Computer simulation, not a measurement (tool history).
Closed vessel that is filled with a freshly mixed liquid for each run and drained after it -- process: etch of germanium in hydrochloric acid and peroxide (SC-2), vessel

run	day	temperature setpoint of the liquid (°C)	parts of water to one part each of 37 % hydrochloric acid and 30 % peroxide (parts by volume)	time in the liquid (s)	thickness taken off the germanium on a monitor wafer (angstrom)
1	0.000	46.0	6.0	105	1283.90
2	0.183	43.5	6.0	105	1182.80
3	0.288	40.5	6.0	105	1060.40
4	0.354	40.5	7.5	105	1054.00
5	0.579	40.0	7.5	105	1031.10
6	0.867	35.0	7.5	105	869.41
7	1.050	36.5	7.5	105	912.27

Run 8 is up next; what results do you expect?
8	1.262	37.5	7.5	105	?

thickness taken off the germanium on a monitor wafer (angstrom): 958.28
